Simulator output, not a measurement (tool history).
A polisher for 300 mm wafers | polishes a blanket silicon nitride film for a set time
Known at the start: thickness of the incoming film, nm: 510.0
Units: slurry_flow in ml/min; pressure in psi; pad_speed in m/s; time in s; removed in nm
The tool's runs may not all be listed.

run,hour,slurry_flow,pressure,pad_speed,time,removed
1,0,310,4.8,1,46,117.49
2,8.6,310,5.9,1,46,139.63
3,15.7,310,5.7,1,46,137.05
4,19.3,310,5.5,1,46,131.81
5,21,310,5.5,0.88,46,118.45
6,24.7,310,5.5,0.88,46,119.64
7,28.5,310,5.4,0.88,46,115.7
# hour 32.6: worn pad replaced by a new one
8,32.6,310,5.3,0.88,46,128.73
9,33.5,310,5,0.86,46,121.76
10,41.4,310,4.7,0.84,46,112.28
11,50.2,310,4.6,0.84,46,109.34
12,56.6,310,4.5,0.84,46,107.51
13,59,310,4.4,0.84,46,106.54
14,67.2,295,3.8,0.84,46,92.833

Forecast run 15:
15,68.8,310,3.8,0.84,46,?

removed: 94.27 nm
